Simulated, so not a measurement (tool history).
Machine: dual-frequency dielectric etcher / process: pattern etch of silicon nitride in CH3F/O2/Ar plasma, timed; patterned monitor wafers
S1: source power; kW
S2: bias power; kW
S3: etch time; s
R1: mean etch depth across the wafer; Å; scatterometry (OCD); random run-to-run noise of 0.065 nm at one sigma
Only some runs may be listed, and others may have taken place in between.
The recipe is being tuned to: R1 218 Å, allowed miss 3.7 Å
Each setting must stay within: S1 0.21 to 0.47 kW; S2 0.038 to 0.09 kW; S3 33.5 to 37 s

run  hour    S1     S2  S3      R1
  1     0  0.34  0.064  37   245.8
  2   5.9  0.38  0.064  37  255.33
  3    13  0.38  0.059  37  249.09
  4  15.9  0.35  0.058  37   240.5
  5  17.2  0.35  0.058  37  241.55
  6  24.2  0.33  0.057  37  235.67
  7  31.1  0.31  0.056  37  228.83
  8    38   0.3  0.056  37  228.37
  9  43.3  0.29  0.056  37  225.12
 10  51.1  0.28  0.056  37     223
 11  55.7  0.28  0.056  37  222.93

Which one of the following 5 next-run settings gets every result inside its allowed miss? There is exactly one.
  A  60.3  0.31  0.067  35.5   ?
  B  60.3  0.28  0.058    36   ?
  C  60.3  0.29   0.06    37   ?
  D  60.3  0.31  0.057  36.5   ?
  E  60.3  0.35  0.053    36   ?

move      R1
   A  232.26
   B   218.5
   C  229.31
   D  227.47
   E  228.34
A: moves away from the targets compared with the last run
B: hits every target within its allowed miss
C: moves away from the targets compared with the last run
D: moves away from the targets compared with the last run
E: moves away from the targets compared with the last run
Go with B: it meets all targets.
